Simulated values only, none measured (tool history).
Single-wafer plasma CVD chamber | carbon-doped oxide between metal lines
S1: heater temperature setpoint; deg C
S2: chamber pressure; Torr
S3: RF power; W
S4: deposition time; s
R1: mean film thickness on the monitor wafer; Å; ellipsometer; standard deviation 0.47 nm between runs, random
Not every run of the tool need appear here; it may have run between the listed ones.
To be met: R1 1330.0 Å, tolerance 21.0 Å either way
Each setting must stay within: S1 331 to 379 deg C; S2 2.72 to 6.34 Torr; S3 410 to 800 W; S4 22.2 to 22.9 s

run    day   S1    S2   S3    S4      R1
  1  0.000  355  4.53  605  22.2  1222.2
  2  0.100  352  4.77  610  22.2  1257.2
  3  0.200  352  5.06  610  22.2  1266.8
  4  0.404  350  5.16  610  22.2  1270.7
  5  0.704  350  5.16  610  22.2  1267.3
  6  0.800  350  5.16  575  22.2  1217.9
  7  1.092  348  5.39  585  22.2  1249.6
  8  1.304  346  5.57  590  22.2  1271.6
  9  1.642  344  5.69  595  22.2  1299.2
 10  1.883  343  5.73  595  22.2  1301.9
 11  2.025  342  5.77  595  22.2  1304.6

Below are 4 possible settings for the next run. Only one of them brings all results inside the allowed miss of their targets. Which is it?
  A  2.167  333  4.83  600  22.9   ?
  B  2.167  339  5.63  605  22.3   ?
  C  2.167  333  4.59  545  22.9   ?
  D  2.167  342  5.59  565  22.7   ?

move      R1
   A  1372.0
   B  1338.7
   C  1275.4
   D  1284.0
A: takes the biggest miss from the last run beyond its target
B: meets every target
C: further off than the last run
D: further off than the last run
Move B is the one to make.
